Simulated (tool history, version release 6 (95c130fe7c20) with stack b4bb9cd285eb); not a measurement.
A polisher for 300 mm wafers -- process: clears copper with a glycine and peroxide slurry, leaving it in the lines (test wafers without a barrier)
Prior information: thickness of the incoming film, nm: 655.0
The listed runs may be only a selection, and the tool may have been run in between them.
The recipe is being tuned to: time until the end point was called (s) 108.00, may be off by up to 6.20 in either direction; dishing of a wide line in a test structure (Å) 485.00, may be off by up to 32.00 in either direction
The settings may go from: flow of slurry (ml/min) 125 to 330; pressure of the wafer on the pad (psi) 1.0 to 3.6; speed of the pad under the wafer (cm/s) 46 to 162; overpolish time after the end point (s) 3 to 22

run  hour  flow of slurry (ml/min)  pressure of the wafer on the pad (psi)  speed of the pad under the wafer (cm/s)  overpolish time after the end point (s)  time until the end point was called (s)  dishing of a wide line in a test structure (Å)
  1   0.0                      210                                     2.3                                      104                                       11                                   137.24                                          341.70
  2   2.0                      210                                     2.0                                      104                                       11                                   146.57                                          315.90
  3   4.7                      210                                     1.4                                      104                                       11                                   180.63                                          255.86
  4  12.1                      210                                     1.4                                      124                                       11                                   175.74                                          279.15
  5  20.2                      210                                     1.9                                      124                                       11                                   139.29                                          323.71
  6  26.6                      210                                     2.2                                      124                                       11                                   127.05                                          358.33
  7  30.4                      210                                     2.3                                      124                                       11                                   122.46                                          383.55
  8  37.4                      210                                     2.5                                      126                                       12                                   113.70                                          421.23

5 next moves are on the table. One of them brings every result within its allowed miss. Which?
  A  44.4                      220                                     2.7                                      126                                       13                                        ?                                               ?
  B  44.4                      210                                     2.6                                      130                                       11                                        ?                                               ?
  C  44.4                      190                                     2.1                                      124                                       19                                        ?                                               ?
  D  44.4                      250                                     2.1                                      122                                       16                                        ?                                               ?
  E  44.4                      280                                     2.7                                      108                                       17                                        ?                                               ?

move  time until the end point was called (s)  dishing of a wide line in a test structure (Å)
   A                                   109.56                                          491.92
   B                                   111.24                                          422.22
   C                                   135.20                                          556.61
   D                                   132.44                                          494.35
   E                                   116.77                                          580.66
A: in spec on every target
B: about as far from the targets as the last run
C: pushes the last run's worst result past its target
D: puts the biggest miss on target and leaves a different result outside tolerance
E: pushes the last run's worst result past its target
Move A is the one to make.

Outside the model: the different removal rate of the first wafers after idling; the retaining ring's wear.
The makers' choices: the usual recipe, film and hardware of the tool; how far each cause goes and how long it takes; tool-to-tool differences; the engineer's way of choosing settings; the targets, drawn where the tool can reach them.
